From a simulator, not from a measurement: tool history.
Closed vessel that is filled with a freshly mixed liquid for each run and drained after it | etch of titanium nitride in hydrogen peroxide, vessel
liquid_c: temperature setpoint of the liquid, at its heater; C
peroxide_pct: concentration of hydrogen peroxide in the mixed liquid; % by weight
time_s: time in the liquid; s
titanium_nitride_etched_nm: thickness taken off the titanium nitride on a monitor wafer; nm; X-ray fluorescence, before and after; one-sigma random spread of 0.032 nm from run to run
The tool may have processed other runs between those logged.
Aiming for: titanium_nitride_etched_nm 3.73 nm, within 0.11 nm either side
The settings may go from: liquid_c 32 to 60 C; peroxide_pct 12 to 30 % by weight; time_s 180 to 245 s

run    day  liquid_c  peroxide_pct  time_s  titanium_nitride_etched_nm
  1      0        44            23     245                      6.6014
  2  0.167        43            23     245                       6.058
  3  0.504        43            23     180                      4.4472
  4  0.712      42.5            23     180                      4.2326
  5  0.983      49.5            23     180                      7.2144
  6  1.333        54            23     180                       10.02
  7  1.396      51.5            23     180                      8.3264
  8  1.417      49.5            23     180                      7.2413
  9  1.696      49.5            23     180                      7.1851
 10  1.767        48            23     180                      6.3449
 11  1.942        47            23     180                      5.8666
 12      2        46            23     180                      5.5832
 13  2.042        45            23     180                      5.1666
 14  2.338      44.5            23     180                       5.051
 15  2.488        44            23     180                       4.728
 16  2.567      43.5            23     180                      4.6298
 17   2.75        43            23     180                      4.4991

Below are 5 possible settings for the next run. Only one of them brings all results inside the allowed miss of their targets. Which is it?
  A  2.933      39.5            22     185                           ?
  B  2.933        37            22     220                           ?
  C  2.933      39.5          23.5     220                           ?
  D  2.933        38            26     200                           ?
  E  2.933      40.5            21     185                           ?

move  titanium_nitride_etched_nm
   A                      3.4382
   B                      3.3661
   C                      4.1475
   D                      3.4312
   E                      3.6761
A: moves the result that the last run missed by most past its target, out the other side
B: moves the result that the last run missed by most past its target, out the other side
C: better than the last run, though not everything is in spec
D: moves the result that the last run missed by most past its target, out the other side
E: in spec on every target
Correct choice: E, which meets every target
